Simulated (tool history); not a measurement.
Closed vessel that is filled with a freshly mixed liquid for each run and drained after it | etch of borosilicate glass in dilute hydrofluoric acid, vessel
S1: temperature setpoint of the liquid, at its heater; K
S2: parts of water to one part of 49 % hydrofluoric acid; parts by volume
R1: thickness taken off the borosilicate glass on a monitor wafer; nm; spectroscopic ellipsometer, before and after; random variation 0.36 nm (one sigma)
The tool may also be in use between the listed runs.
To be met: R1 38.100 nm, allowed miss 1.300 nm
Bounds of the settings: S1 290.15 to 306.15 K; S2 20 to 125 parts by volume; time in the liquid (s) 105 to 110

{"run": 1, "hour": 0.0, "S1": 298.15, "S2": 70, "time in the liquid (s)": 105, "R1": 56.657}
{"run": 2, "hour": 5.2, "S1": 301.15, "S2": 70, "time in the liquid (s)": 105, "R1": 64.884}
{"run": 3, "hour": 10.1, "S1": 301.15, "S2": 50, "time in the liquid (s)": 105, "R1": 93.172}
{"run": 4, "hour": 17.9, "S1": 299.65, "S2": 55, "time in the liquid (s)": 105, "R1": 78.627}
{"run": 5, "hour": 20.2, "S1": 298.15, "S2": 60, "time in the liquid (s)": 105, "R1": 68.65}
{"run": 6, "hour": 29.5, "S1": 300.65, "S2": 60, "time in the liquid (s)": 105, "R1": 76.395}
{"run": 7, "hour": 32.1, "S1": 299.15, "S2": 65, "time in the liquid (s)": 105, "R1": 65.194}
{"run": 8, "hour": 41.1, "S1": 297.65, "S2": 65, "time in the liquid (s)": 105, "R1": 62.077}
{"run": 9, "hour": 46.3, "S1": 296.65, "S2": 65, "time in the liquid (s)": 105, "R1": 58.669}
{"run": 10, "hour": 52.3, "S1": 295.65, "S2": 65, "time in the liquid (s)": 105, "R1": 56.455}
{"run": 11, "hour": 61.5, "S1": 294.65, "S2": 65, "time in the liquid (s)": 105, "R1": 53.367}
{"run": 12, "hour": 66.7, "S1": 294.15, "S2": 65, "time in the liquid (s)": 105, "R1": 53.301}
{"hour": 71.7, "done": "hydrofluoric acid flow meter replaced"}
{"run": 13, "hour": 71.7, "S1": 293.65, "S2": 65, "time in the liquid (s)": 105, "R1": 49.331}
{"run": 14, "hour": 73.4, "S1": 293.15, "S2": 65, "time in the liquid (s)": 105, "R1": 48.042}
{"run": 15, "hour": 80.9, "S1": 290.15, "S2": 75, "time in the liquid (s)": 105, "R1": 36.086}

Which of these 5 next moves meets every target?
{"run": "A", "hour": 88.4, "S1": 290.15, "S2": 70, "time in the liquid (s)": 110, "R1": "?"}
{"run": "B", "hour": 88.4, "S1": 290.15, "S2": 75, "time in the liquid (s)": 110, "R1": "?"}
{"run": "C", "hour": 88.4, "S1": 291.65, "S2": 75, "time in the liquid (s)": 110, "R1": "?"}
{"run": "D", "hour": 88.4, "S1": 290.65, "S2": 70, "time in the liquid (s)": 110, "R1": "?"}
{"run": "E", "hour": 88.4, "S1": 293.15, "S2": 75, "time in the liquid (s)": 105, "R1": "?"}

move=A R1=40.451
move=B R1=37.550
move=C R1=40.025
move=D R1=41.327
move=E R1=40.691
A: takes the result that was furthest off past its target
B: meets every target
C: takes the result that was furthest off past its target
D: takes the result that was furthest off past its target
E: takes the result that was furthest off past its target
Answer: B

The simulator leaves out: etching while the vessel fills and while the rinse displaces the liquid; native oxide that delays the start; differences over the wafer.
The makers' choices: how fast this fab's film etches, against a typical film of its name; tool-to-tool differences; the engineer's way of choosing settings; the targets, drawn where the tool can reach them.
